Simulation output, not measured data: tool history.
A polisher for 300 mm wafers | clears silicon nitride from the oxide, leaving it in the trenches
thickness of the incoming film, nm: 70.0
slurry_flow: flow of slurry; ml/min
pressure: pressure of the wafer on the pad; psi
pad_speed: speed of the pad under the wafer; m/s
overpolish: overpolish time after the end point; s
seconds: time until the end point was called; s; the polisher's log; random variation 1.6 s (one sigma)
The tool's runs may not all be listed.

run 1 day=0 | slurry_flow=295 pressure=3.3 pad_speed=0.84 overpolish=32 | seconds=93.478
run 2 day=0.188 | slurry_flow=295 pressure=3.3 pad_speed=0.96 overpolish=32 | seconds=81.944
run 3 day=0.346 | slurry_flow=290 pressure=2.9 pad_speed=0.9 overpolish=32 | seconds=98.115
run 4 day=0.708 | slurry_flow=290 pressure=2.6 pad_speed=0.84 overpolish=32 | seconds=112.31
run 5 day=0.754 | slurry_flow=285 pressure=2.3 pad_speed=0.78 overpolish=32 | seconds=132.72
run 6 day=1.092 | slurry_flow=285 pressure=2.1 pad_speed=0.74 overpolish=32 | seconds=152.92

Forecast run 7:
run 7 day=1.212 | slurry_flow=285 pressure=2 pad_speed=0.72 overpolish=32 | seconds=?

{"run 7": {"seconds": 162.11}}
